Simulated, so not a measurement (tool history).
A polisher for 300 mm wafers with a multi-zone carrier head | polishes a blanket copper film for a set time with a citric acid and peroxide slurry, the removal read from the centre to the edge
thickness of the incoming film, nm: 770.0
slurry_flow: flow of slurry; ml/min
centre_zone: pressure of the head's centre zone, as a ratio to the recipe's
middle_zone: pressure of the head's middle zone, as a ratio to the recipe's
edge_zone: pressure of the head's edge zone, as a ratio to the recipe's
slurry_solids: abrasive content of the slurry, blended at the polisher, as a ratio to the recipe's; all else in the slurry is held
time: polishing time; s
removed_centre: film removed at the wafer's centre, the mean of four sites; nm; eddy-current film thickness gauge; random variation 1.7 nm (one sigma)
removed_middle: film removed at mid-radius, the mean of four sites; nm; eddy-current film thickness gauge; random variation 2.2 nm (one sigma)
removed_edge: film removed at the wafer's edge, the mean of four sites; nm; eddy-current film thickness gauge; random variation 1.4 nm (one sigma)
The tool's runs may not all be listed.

run	hour	slurry_flow	centre_zone	middle_zone	edge_zone	slurry_solids	time	removed_centre	removed_middle	removed_edge
1	0.0	305	1.00	1.00	1.00	1.00	39	119.33	122.57	124.18
2	4.4	305	1.00	1.00	0.97	1.00	39	120.17	119.85	124.00
3	5.5	305	1.00	1.00	0.97	1.00	44	136.43	142.36	135.24
4	9.5	305	1.00	1.00	0.97	0.80	44	128.89	134.53	135.51
5	17.9	305	1.00	1.00	0.97	0.65	44	125.86	128.75	128.30
6	21.7	305	1.00	1.06	0.97	0.65	44	124.33	137.88	128.11
7	22.3	305	1.00	1.06	0.99	0.70	44	124.97	135.17	132.31

The next listed run, before its measurement:
8	29.5	305	1.00	1.06	1.00	0.75	44	?	?	?

Run 8 gave removed_centre 128.70 nm, removed_middle 141.07 nm, removed_edge 132.69 nm.
